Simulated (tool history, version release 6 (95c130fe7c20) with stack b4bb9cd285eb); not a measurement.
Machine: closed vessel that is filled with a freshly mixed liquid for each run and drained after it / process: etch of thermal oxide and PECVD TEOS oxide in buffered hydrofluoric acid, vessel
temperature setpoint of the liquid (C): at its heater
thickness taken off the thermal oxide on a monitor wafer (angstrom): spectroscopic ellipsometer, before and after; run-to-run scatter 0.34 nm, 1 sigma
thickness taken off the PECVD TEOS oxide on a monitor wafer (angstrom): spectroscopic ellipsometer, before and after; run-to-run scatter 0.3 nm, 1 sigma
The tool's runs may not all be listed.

| run | day | temperature setpoint of the liquid (C) | parts of 40 % ammonium fluoride to one part of 49 % hydrofluoric acid (parts by volume) | time in the liquid (s) | thickness taken off the thermal oxide on a monitor wafer (angstrom) | thickness taken off the PECVD TEOS oxide on a monitor wafer (angstrom) |
|---|---|---|---|---|---|---|
| 1 | 0.000 | 20.0 | 7.5 | 60 | 695.05 | 1508.00 |
| 2 | 0.038 | 23.5 | 7.5 | 60 | 853.43 | 1840.30 |
| 3 | 0.142 | 22.0 | 8.5 | 60 | 682.68 | 1481.20 |
| 4 | 0.375 | 22.0 | 8.5 | 35 | 397.53 | 866.28 |
| 5 | 0.421 | 19.0 | 8.5 | 35 | 342.43 | 732.07 |
| 6 | 0.442 | 19.0 | 8.5 | 30 | 289.27 | 627.02 |
| 7 | 0.600 | 20.0 | 8.5 | 30 | 304.56 | 661.76 |
| 8 | 0.721 | 21.0 | 8.5 | 30 | 324.22 | 701.67 |
| 9 | 1.042 | 21.5 | 8.5 | 30 | 332.73 | 720.77 |

The next listed run, before its measurement:
| 10 | 1.221 | 22.0 | 8.5 | 30 | ? | ? |

thickness taken off the thermal oxide on a monitor wafer (angstrom): 341.92
thickness taken off the PECVD TEOS oxide on a monitor wafer (angstrom): 742.13
